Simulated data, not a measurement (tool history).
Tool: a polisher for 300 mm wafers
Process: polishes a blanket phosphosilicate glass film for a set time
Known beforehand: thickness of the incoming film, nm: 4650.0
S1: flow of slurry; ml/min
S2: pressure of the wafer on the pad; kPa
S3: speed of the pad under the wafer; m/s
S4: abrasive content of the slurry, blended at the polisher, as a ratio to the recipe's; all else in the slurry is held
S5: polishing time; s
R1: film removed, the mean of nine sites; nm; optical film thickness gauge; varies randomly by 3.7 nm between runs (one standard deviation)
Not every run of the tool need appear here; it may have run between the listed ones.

run 1 hour=0 | S1=265 S2=27.6 S3=1.28 S4=1 S5=26 | R1=409.92
run 2 hour=2.8 | S1=320 S2=27.6 S3=1.28 S4=1 S5=26 | R1=407.41
run 3 hour=3.9 | S1=320 S2=24.8 S3=1.26 S4=1 S5=26 | R1=363.3
run 4 hour=10.5 | S1=320 S2=22.8 S3=1.26 S4=1 S5=26 | R1=332.09
run 5 hour=16.1 | S1=320 S2=22.8 S3=1.08 S4=1 S5=26 | R1=293.15
run 6 hour=20 | S1=320 S2=22.8 S3=1.08 S4=1.15 S5=26 | R1=304.46
run 7 hour=27.4 | S1=320 S2=22.1 S3=1.08 S4=1.15 S5=26 | R1=299.58

Run 8, settings as shown, results not yet in. Your forecast:
run 8 hour=29.7 | S1=320 S2=18.6 S3=1.06 S4=1.15 S5=26 | R1=?

{"run 8": {"R1": 250.06}}

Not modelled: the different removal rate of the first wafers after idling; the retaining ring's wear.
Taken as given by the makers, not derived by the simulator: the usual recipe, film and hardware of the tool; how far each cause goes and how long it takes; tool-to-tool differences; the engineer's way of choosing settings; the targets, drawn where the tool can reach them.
